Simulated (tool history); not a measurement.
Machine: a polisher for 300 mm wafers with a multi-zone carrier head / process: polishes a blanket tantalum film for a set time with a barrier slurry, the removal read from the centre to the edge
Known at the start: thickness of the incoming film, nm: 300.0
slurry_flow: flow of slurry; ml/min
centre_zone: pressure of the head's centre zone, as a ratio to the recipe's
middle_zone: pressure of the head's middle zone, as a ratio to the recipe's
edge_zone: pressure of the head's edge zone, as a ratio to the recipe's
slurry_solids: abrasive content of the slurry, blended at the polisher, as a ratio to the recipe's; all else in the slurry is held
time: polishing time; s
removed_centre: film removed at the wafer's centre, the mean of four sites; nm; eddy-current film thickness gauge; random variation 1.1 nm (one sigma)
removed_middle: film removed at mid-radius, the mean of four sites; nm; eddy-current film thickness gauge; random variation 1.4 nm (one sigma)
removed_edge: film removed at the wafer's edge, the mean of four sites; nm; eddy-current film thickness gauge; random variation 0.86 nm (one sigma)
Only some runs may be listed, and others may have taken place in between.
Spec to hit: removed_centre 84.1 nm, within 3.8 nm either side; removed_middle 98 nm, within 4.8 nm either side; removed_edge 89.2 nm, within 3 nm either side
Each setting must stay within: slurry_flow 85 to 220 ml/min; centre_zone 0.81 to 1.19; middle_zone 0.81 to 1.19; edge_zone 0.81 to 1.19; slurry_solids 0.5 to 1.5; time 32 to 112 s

run 1 hour=0 | slurry_flow=140 centre_zone=1 middle_zone=1 edge_zone=1 slurry_solids=1 time=72 | removed_centre=102.06 removed_middle=104.75 removed_edge=100.13
run 2 hour=3.5 | slurry_flow=135 centre_zone=0.99 middle_zone=1 edge_zone=0.99 slurry_solids=1 time=72 | removed_centre=101.58 removed_middle=98.802 removed_edge=99.367
run 3 hour=6.8 | slurry_flow=135 centre_zone=0.96 middle_zone=1 edge_zone=0.99 slurry_solids=1 time=72 | removed_centre=95.577 removed_middle=102.48 removed_edge=101.26
run 4 hour=12.8 | slurry_flow=135 centre_zone=0.96 middle_zone=1 edge_zone=0.99 slurry_solids=1 time=64 | removed_centre=85.828 removed_middle=90.297 removed_edge=88.659
run 5 hour=19.9 | slurry_flow=135 centre_zone=0.96 middle_zone=1.01 edge_zone=0.99 slurry_solids=1 time=64 | removed_centre=84.688 removed_middle=90.976 removed_edge=90.111
run 6 hour=21.4 | slurry_flow=135 centre_zone=1.01 middle_zone=1.01 edge_zone=0.99 slurry_solids=1 time=64 | removed_centre=90.569 removed_middle=90.396 removed_edge=88.306
run 7 hour=26 | slurry_flow=135 centre_zone=1 middle_zone=1.02 edge_zone=0.99 slurry_solids=1 time=64 | removed_centre=91.331 removed_middle=92.35 removed_edge=89.586
run 8 hour=28.5 | slurry_flow=135 centre_zone=1 middle_zone=1.02 edge_zone=0.99 slurry_solids=1 time=64 | removed_centre=89.531 removed_middle=90.423 removed_edge=89.495
run 9 hour=33.8 | slurry_flow=140 centre_zone=0.99 middle_zone=1.03 edge_zone=0.98 slurry_solids=1 time=64 | removed_centre=89.433 removed_middle=93.256 removed_edge=89.361
run 10 hour=42.2 | slurry_flow=140 centre_zone=0.98 middle_zone=1.04 edge_zone=0.98 slurry_solids=1 time=64 | removed_centre=89.019 removed_middle=92.632 removed_edge=89.837

Which single option among these 4 for the next run brings every result within its allowed miss of target? Just one does.
run A hour=50.6 | slurry_flow=140 centre_zone=0.97 middle_zone=1.05 edge_zone=1.03 slurry_solids=1 time=60 | removed_centre=? removed_middle=? removed_edge=?
run B hour=50.6 | slurry_flow=120 centre_zone=1.02 middle_zone=0.99 edge_zone=1.03 slurry_solids=1.15 time=65 | removed_centre=? removed_middle=? removed_edge=?
run C hour=50.6 | slurry_flow=150 centre_zone=0.9 middle_zone=1.06 edge_zone=0.94 slurry_solids=0.95 time=66 | removed_centre=? removed_middle=? removed_edge=?
run D hour=50.6 | slurry_flow=130 centre_zone=1.06 middle_zone=1.02 edge_zone=1.1 slurry_solids=0.85 time=68 | removed_centre=? removed_middle=? removed_edge=?

move=A removed_centre=81.699 removed_middle=88.561 removed_edge=84.977
move=B removed_centre=92.718 removed_middle=91.56 removed_edge=93.208
move=C removed_centre=83.48 removed_middle=98.204 removed_edge=89.176
move=D removed_centre=94.844 removed_middle=92.002 removed_edge=93.853
A: brings the result that was furthest off to its target, and leaves another outside
B: misses by more than the last run did
C: each result inside its tolerance
D: misses by more than the last run did
C meets every target.
